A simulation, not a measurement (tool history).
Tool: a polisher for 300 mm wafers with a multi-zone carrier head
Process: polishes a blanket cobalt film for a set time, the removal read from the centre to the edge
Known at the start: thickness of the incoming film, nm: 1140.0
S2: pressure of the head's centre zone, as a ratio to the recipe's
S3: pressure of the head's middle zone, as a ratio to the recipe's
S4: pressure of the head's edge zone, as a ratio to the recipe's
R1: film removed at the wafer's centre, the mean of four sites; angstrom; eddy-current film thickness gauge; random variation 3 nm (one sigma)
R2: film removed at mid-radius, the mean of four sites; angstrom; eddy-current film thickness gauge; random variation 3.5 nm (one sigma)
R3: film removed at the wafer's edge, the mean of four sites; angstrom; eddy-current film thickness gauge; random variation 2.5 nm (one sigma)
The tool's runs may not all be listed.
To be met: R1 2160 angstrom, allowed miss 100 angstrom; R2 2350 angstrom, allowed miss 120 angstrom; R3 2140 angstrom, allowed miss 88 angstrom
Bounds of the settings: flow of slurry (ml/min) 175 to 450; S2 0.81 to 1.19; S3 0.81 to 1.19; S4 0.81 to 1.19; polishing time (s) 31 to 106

{"run": 1, "day": 0.0, "flow of slurry (ml/min)": 290, "S2": 1, "S3": 1, "S4": 1, "polishing time (s)": 68, "R1": 2481.8, "R2": 2535.5, "R3": 2586.4}
{"run": 2, "day": 0.238, "flow of slurry (ml/min)": 290, "S2": 1, "S3": 1.01, "S4": 0.97, "polishing time (s)": 66, "R1": 2384.2, "R2": 2551.4, "R3": 2479.2}
{"run": 3, "day": 0.546, "flow of slurry (ml/min)": 290, "S2": 1, "S3": 1, "S4": 0.95, "polishing time (s)": 64, "R1": 2362.6, "R2": 2490.2, "R3": 2385.8}
{"run": 4, "day": 0.904, "flow of slurry (ml/min)": 315, "S2": 1, "S3": 1, "S4": 0.95, "polishing time (s)": 64, "R1": 2372.2, "R2": 2488.8, "R3": 2449.1}
{"run": 5, "day": 1.112, "flow of slurry (ml/min)": 315, "S2": 1, "S3": 1, "S4": 0.95, "polishing time (s)": 53, "R1": 1909, "R2": 2124.1, "R3": 2002.6}
{"run": 6, "day": 1.225, "flow of slurry (ml/min)": 320, "S2": 1.01, "S3": 1.01, "S4": 0.95, "polishing time (s)": 54, "R1": 1998.1, "R2": 2098.4, "R3": 2048.2}
{"run": 7, "day": 1.567, "flow of slurry (ml/min)": 315, "S2": 1.01, "S3": 1.02, "S4": 0.94, "polishing time (s)": 55, "R1": 2105.9, "R2": 2128.3, "R3": 2032}
{"run": 8, "day": 1.725, "flow of slurry (ml/min)": 315, "S2": 1, "S3": 1.02, "S4": 0.93, "polishing time (s)": 56, "R1": 2096.5, "R2": 2184.8, "R3": 2117.5}
{"run": 9, "day": 1.829, "flow of slurry (ml/min)": 290, "S2": 0.99, "S3": 1.02, "S4": 0.91, "polishing time (s)": 57, "R1": 2044.5, "R2": 2217.8, "R3": 2085.7}
{"run": 10, "day": 1.946, "flow of slurry (ml/min)": 290, "S2": 0.99, "S3": 1.02, "S4": 0.91, "polishing time (s)": 57, "R1": 1990.2, "R2": 2249.8, "R3": 2135.8}
{"run": 11, "day": 2.071, "flow of slurry (ml/min)": 290, "S2": 0.99, "S3": 1.02, "S4": 0.91, "polishing time (s)": 57, "R1": 2056.2, "R2": 2277.8, "R3": 2127}
{"run": 12, "day": 2.333, "flow of slurry (ml/min)": 290, "S2": 0.99, "S3": 1.03, "S4": 0.9, "polishing time (s)": 57, "R1": 2067.2, "R2": 2229.2, "R3": 2077.8}

Which of these 5 next moves meets every target?
{"run": "A", "day": 2.596, "flow of slurry (ml/min)": 410, "S2": 1.02, "S3": 1.11, "S4": 0.88, "polishing time (s)": 53, "R1": "?", "R2": "?", "R3": "?"}
{"run": "B", "day": 2.596, "flow of slurry (ml/min)": 310, "S2": 0.9, "S3": 0.86, "S4": 0.82, "polishing time (s)": 60, "R1": "?", "R2": "?", "R3": "?"}
{"run": "C", "day": 2.596, "flow of slurry (ml/min)": 280, "S2": 1.04, "S3": 1.02, "S4": 0.91, "polishing time (s)": 53, "R1": "?", "R2": "?", "R3": "?"}
{"run": "D", "day": 2.596, "flow of slurry (ml/min)": 390, "S2": 1.15, "S3": 1.11, "S4": 0.98, "polishing time (s)": 50, "R1": "?", "R2": "?", "R3": "?"}
{"run": "E", "day": 2.596, "flow of slurry (ml/min)": 290, "S2": 1, "S3": 1.06, "S4": 0.91, "polishing time (s)": 59, "R1": "?", "R2": "?", "R3": "?"}

move=A R1=2080.1 R2=2286.8 R3=1945.7
move=B R1=2017.2 R2=2040 R3=2107.1
move=C R1=2038.8 R2=2053.5 R3=1922.9
move=D R1=2205.1 R2=2147.4 R3=1916.7
move=E R1=2191.8 R2=2371.7 R3=2145.8
A: brings the result that was furthest off to its target, and leaves another outside
B: further off than the last run
C: further off than the last run
D: further off than the last run
E: meets every target
Move E is the one to make.
